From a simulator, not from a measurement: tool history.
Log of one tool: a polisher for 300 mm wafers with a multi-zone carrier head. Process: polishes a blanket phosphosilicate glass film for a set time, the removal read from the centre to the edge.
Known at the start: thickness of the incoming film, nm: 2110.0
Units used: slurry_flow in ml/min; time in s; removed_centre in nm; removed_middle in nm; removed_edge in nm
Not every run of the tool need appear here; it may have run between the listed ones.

| run | hour | slurry_flow | centre_zone | middle_zone | edge_zone | slurry_solids | time | removed_centre | removed_middle | removed_edge |
|---|---|---|---|---|---|---|---|---|---|---|
| 1 | 0.0 | 200 | 1.00 | 1.00 | 1.00 | 1.00 | 66 | 857.77 | 874.51 | 886.95 |
| 2 | 6.7 | 195 | 0.98 | 1.00 | 0.98 | 0.90 | 64 | 798.96 | 792.17 | 814.61 |
| 3 | 15.5 | 195 | 0.98 | 1.00 | 1.06 | 0.90 | 64 | 790.60 | 806.04 | 831.96 |
| 4 | 16.5 | 165 | 0.98 | 1.00 | 1.06 | 0.90 | 64 | 746.36 | 816.73 | 815.49 |
| 5 | 17.1 | 165 | 0.98 | 1.00 | 1.06 | 0.70 | 64 | 680.27 | 694.52 | 732.64 |
| 6 | 23.3 | 160 | 0.97 | 1.02 | 1.04 | 0.65 | 62 | 618.90 | 678.28 | 679.10 |
| 7 | 29.2 | 160 | 0.96 | 1.02 | 1.02 | 0.60 | 61 | 576.56 | 631.23 | 628.93 |
| 8 | 31.4 | 160 | 0.95 | 1.01 | 0.99 | 0.60 | 61 | 576.54 | 628.66 | 628.00 |
| 9 | 39.7 | 160 | 0.94 | 1.01 | 0.97 | 0.60 | 61 | 564.00 | 622.60 | 609.61 |
| 10 | 40.8 | 155 | 0.93 | 1.00 | 0.95 | 0.60 | 61 | 566.16 | 601.99 | 601.86 |

The next listed run, before its measurement:
| 11 | 49.7 | 150 | 0.91 | 1.00 | 0.93 | 0.60 | 61 | ? | ? | ? |

{"run 11": {"removed_centre": 542.91, "removed_middle": 623.27, "removed_edge": 588.77}}

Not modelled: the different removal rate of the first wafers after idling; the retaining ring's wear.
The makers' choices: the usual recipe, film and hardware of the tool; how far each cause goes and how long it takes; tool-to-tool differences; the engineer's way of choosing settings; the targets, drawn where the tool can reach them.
